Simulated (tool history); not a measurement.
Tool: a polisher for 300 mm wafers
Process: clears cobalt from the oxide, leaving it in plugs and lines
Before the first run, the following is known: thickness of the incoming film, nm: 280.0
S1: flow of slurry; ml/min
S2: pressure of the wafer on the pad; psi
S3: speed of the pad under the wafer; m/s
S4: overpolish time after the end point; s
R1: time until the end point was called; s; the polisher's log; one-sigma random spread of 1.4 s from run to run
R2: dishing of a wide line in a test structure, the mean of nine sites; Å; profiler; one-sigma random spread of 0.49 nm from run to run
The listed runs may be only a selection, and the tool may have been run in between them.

run	day	S1	S2	S3	S4	R1	R2
1	0.000	185	1.4	1.08	13	73.343	345.55
2	0.142	180	1.2	1.06	13	86.590	325.01
3	0.367	180	1.2	0.94	13	96.655	285.65
4	0.479	180	1.1	0.94	13	104.280	265.23
5	0.758	180	1.5	0.94	13	78.703	335.00
6	0.938	175	1.3	0.94	13	90.496	310.10
7	1.017	170	1.2	0.94	13	97.734	276.18
8	1.208	165	1.1	0.94	13	106.080	263.16
9	1.271	160	1.0	0.94	13	115.620	244.67
10	1.500	145	0.7	0.94	15	154.950	214.11
11	1.658	150	0.7	0.94	15	155.360	219.20
12	2.029	155	0.7	0.94	15	153.560	222.51
13	2.225	160	0.7	0.94	15	154.030	216.12
14	2.483	165	0.7	0.94	15	152.030	222.43
15	2.675	180	0.8	0.94	14	135.900	229.03
16	2.992	175	0.8	0.94	14	135.110	245.05
17	3.304	170	0.8	0.94	14	136.710	228.65
18	3.571	145	0.7	0.94	15	155.380	223.16
19	3.646	145	0.7	0.94	15	156.260	218.47
20	3.683	165	0.8	0.94	14	137.150	232.38
21	3.862	160	0.8	0.94	14	138.620	238.42

Run 22 comes next. What will it give?
22	4.192	150	0.7	0.94	13	?	?

R1: 153.550 s
R2: 197.38 Å

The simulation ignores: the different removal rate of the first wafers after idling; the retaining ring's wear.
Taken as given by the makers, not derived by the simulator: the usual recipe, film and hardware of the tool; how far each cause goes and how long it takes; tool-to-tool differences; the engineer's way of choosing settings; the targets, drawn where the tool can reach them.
